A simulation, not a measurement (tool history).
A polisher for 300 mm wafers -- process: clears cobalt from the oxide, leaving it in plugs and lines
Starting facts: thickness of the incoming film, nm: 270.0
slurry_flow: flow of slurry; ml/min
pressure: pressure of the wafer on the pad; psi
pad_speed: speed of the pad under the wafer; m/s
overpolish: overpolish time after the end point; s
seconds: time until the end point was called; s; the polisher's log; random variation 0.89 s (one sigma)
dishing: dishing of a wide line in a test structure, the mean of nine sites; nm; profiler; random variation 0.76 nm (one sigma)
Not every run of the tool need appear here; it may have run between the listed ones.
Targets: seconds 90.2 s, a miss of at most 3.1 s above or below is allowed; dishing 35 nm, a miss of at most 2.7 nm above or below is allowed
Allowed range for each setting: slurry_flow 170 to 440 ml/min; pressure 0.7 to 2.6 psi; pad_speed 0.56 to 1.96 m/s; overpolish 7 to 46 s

run,hour,slurry_flow,pressure,pad_speed,overpolish,seconds,dishing
1,0,280,1.6,1.26,24,46.314,65.52
2,9,280,2,1.26,24,36.616,68.53
3,10.9,245,2,1.26,24,37.35,69.4
4,16.1,245,2.4,1.26,24,31.563,73.253
5,20.6,245,2.4,1.06,24,36.787,68.788
# hour 24: head pressure recalibrated
6,24,295,2,0.98,20,43.416,61.604
7,25,320,1.7,0.88,17,55.191,50.434
8,26.9,310,1.5,0.86,14,64.458,41.508
9,29.1,285,1.4,0.86,15,68.724,39.074

Of the 4 settings listed for the next run, only one would bring every result within its allowed miss of target. Which one?
A,31.3,265,1.1,0.78,17,?,?
B,31.3,270,1.3,0.7,16,?,?
C,31.3,225,1.5,0.92,16,?,?
D,31.3,305,1.3,0.84,18,?,?

move,seconds,dishing
A,97.097,34.95
B,91.47,34.908
C,62.78,45.145
D,75.941,43.152
A: moves the result that the last run missed by most past its target, out the other side
B: all results land within tolerance of their targets
C: the biggest miss grows against the last run
D: closer than the last run, but not yet in spec
B is the move that brings every result within its allowed miss.
